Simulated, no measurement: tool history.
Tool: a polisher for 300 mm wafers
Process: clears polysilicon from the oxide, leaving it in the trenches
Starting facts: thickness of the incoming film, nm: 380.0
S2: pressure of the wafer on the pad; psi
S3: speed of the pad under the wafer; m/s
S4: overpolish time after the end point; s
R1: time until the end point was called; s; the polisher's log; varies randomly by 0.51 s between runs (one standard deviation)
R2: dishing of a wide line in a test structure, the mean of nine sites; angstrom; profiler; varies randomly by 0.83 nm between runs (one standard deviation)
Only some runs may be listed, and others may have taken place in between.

Run 1, day 0: flow of slurry (ml/min) 220, S2 2.8 psi, S3 1.16 m/s, S4 25 s. Result: R1 29.176 s, R2 706.38 angstrom.
Run 2, day 0.283: flow of slurry (ml/min) 220, S2 2.6 psi, S3 1.16 m/s, S4 25 s. Result: R1 31.055 s, R2 712.34 angstrom.
Run 3, day 0.425: flow of slurry (ml/min) 220, S2 2.6 psi, S3 1.44 m/s, S4 25 s. Result: R1 25.754 s, R2 698.98 angstrom.
Run 4, day 0.629: flow of slurry (ml/min) 180, S2 2.6 psi, S3 1.44 m/s, S4 25 s. Result: R1 26.409 s, R2 716.24 angstrom.
Run 5, day 0.9: flow of slurry (ml/min) 155, S2 2.6 psi, S3 1.44 m/s, S4 25 s. Result: R1 27.368 s, R2 702.62 angstrom.
Run 6, day 1.042: flow of slurry (ml/min) 150, S2 2.4 psi, S3 1.42 m/s, S4 22 s. Result: R1 30.019 s, R2 699.28 angstrom.
At day 1.271: head pressure recalibrated.
Run 7, day 1.271: flow of slurry (ml/min) 150, S2 2.2 psi, S3 1.42 m/s, S4 20 s. Result: R1 33.582 s, R2 669.94 angstrom.
Run 8, day 1.629: flow of slurry (ml/min) 150, S2 2.1 psi, S3 1.42 m/s, S4 21 s. Result: R1 35.757 s, R2 690.11 angstrom.
Run 9, day 1.788: flow of slurry (ml/min) 150, S2 2 psi, S3 1.42 m/s, S4 20 s. Result: R1 37.29 s, R2 691.78 angstrom.
Run 10, day 1.962: flow of slurry (ml/min) 150, S2 1.9 psi, S3 1.42 m/s, S4 18 s. Result: R1 38.39 s, R2 652.02 angstrom.
Run 11, day 2.217: flow of slurry (ml/min) 150, S2 1.8 psi, S3 1.42 m/s, S4 19 s. Result: R1 40.058 s, R2 658.84 angstrom.
Run 12, day 2.575: flow of slurry (ml/min) 150, S2 1.7 psi, S3 1.42 m/s, S4 20 s. Result: R1 41.663 s, R2 661.49 angstrom.
Run 13, day 2.662: flow of slurry (ml/min) 150, S2 1.3 psi, S3 1.42 m/s, S4 21 s. Result: R1 51.548 s, R2 654.43 angstrom.
Run 14, day 2.908: flow of slurry (ml/min) 155, S2 1.3 psi, S3 1.42 m/s, S4 21 s. Result: R1 50.506 s, R2 636.79 angstrom.
Run 15, day 3.021: flow of slurry (ml/min) 155, S2 1.3 psi, S3 1.42 m/s, S4 22 s. Result: R1 51.202 s, R2 658.85 angstrom.
Run 16, day 3.133: flow of slurry (ml/min) 160, S2 1.3 psi, S3 1.42 m/s, S4 22 s. Result: R1 51.104 s, R2 662.49 angstrom.
Run 17, day 3.292: flow of slurry (ml/min) 165, S2 1.3 psi, S3 1.42 m/s, S4 22 s. Result: R1 50.658 s, R2 657.55 angstrom.

Estimate the outcome of run 18 from the log above:
Run 18, day 3.446: flow of slurry (ml/min) 170, S2 1.3 psi, S3 1.42 m/s, S4 22 s. Result: R1 ?, R2 ?.

Logged for run 18: R1 50.199 s, R2 658.41 angstrom.
